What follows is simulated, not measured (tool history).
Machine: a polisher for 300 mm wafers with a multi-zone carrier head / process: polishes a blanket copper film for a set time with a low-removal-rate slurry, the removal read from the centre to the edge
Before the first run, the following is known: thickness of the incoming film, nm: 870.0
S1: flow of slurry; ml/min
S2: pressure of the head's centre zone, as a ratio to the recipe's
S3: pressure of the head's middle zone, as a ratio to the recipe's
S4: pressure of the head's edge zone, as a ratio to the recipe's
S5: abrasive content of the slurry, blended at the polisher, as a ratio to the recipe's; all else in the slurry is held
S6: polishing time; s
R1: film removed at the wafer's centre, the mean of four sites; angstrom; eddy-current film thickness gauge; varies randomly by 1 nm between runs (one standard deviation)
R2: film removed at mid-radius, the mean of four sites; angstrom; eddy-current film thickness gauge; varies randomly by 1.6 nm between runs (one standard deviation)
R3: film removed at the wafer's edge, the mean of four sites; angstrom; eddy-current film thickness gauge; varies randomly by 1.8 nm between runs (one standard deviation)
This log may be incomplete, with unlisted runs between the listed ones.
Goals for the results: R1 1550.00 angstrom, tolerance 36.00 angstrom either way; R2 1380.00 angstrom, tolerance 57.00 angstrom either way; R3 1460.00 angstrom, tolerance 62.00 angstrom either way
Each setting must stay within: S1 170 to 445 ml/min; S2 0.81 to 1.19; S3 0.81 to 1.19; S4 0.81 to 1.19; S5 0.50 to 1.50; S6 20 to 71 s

{"run": 1, "hour": 0.0, "S1": 285, "S2": 1.0, "S3": 1.0, "S4": 1.0, "S5": 1.0, "S6": 45, "R1": 988.2, "R2": 974.66, "R3": 1001.8}
{"run": 2, "hour": 3.6, "S1": 285, "S2": 1.06, "S3": 1.0, "S4": 1.0, "S5": 1.0, "S6": 45, "R1": 1058.8, "R2": 979.52, "R3": 1014.6}
{"run": 3, "hour": 7.5, "S1": 285, "S2": 1.06, "S3": 1.06, "S4": 1.0, "S5": 1.0, "S6": 45, "R1": 1046.0, "R2": 1020.3, "R3": 1012.8}
{"run": 4, "hour": 12.3, "S1": 285, "S2": 1.06, "S3": 1.06, "S4": 0.96, "S5": 1.0, "S6": 45, "R1": 1038.0, "R2": 1033.0, "R3": 1003.0}
{"run": 5, "hour": 19.8, "S1": 285, "S2": 1.06, "S3": 1.06, "S4": 0.87, "S5": 1.0, "S6": 45, "R1": 1046.2, "R2": 1008.8, "R3": 943.34}
{"run": 6, "hour": 26.3, "S1": 290, "S2": 1.08, "S3": 1.06, "S4": 0.91, "S5": 1.05, "S6": 46, "R1": 1097.8, "R2": 1033.0, "R3": 995.52}
{"run": 7, "hour": 32.4, "S1": 295, "S2": 1.09, "S3": 1.07, "S4": 0.94, "S5": 1.1, "S6": 47, "R1": 1151.7, "R2": 1079.0, "R3": 1071.4}
{"run": 8, "hour": 37.6, "S1": 300, "S2": 1.1, "S3": 1.09, "S4": 0.95, "S5": 1.15, "S6": 48, "R1": 1192.6, "R2": 1126.7, "R3": 1102.2}
{"run": 9, "hour": 44.4, "S1": 305, "S2": 1.11, "S3": 1.1, "S4": 0.97, "S5": 1.2, "S6": 49, "R1": 1229.1, "R2": 1206.9, "R3": 1122.5}

Which of these 5 next moves meets every target?
{"run": "A", "hour": 51.2, "S1": 270, "S2": 0.86, "S3": 1.17, "S4": 1.15, "S5": 1.2, "S6": 56, "R1": "?", "R2": "?", "R3": "?"}
{"run": "B", "hour": 51.2, "S1": 245, "S2": 0.86, "S3": 1.13, "S4": 1.08, "S5": 1.1, "S6": 53, "R1": "?", "R2": "?", "R3": "?"}
{"run": "C", "hour": 51.2, "S1": 270, "S2": 1.1, "S3": 0.99, "S4": 1.02, "S5": 1.1, "S6": 63, "R1": "?", "R2": "?", "R3": "?"}
{"run": "D", "hour": 51.2, "S1": 275, "S2": 0.99, "S3": 1.1, "S4": 1.02, "S5": 1.2, "S6": 43, "R1": "?", "R2": "?", "R3": "?"}
{"run": "E", "hour": 51.2, "S1": 285, "S2": 1.13, "S3": 0.99, "S4": 1.11, "S5": 1.3, "S6": 65, "R1": "?", "R2": "?", "R3": "?"}

move=A R1=1103.00 R2=1422.20 R3=1395.70
move=B R1=1015.50 R2=1274.70 R3=1249.90
move=C R1=1539.60 R2=1375.20 R3=1457.90
move=D R1=968.85 R2=1040.10 R3=1011.30
move=E R1=1691.60 R2=1471.50 R3=1625.40
A: further off than the last run
B: further off than the last run
C: meets every target
D: further off than the last run
E: carries the result that was furthest off beyond its target, to the other side
The right move is C.
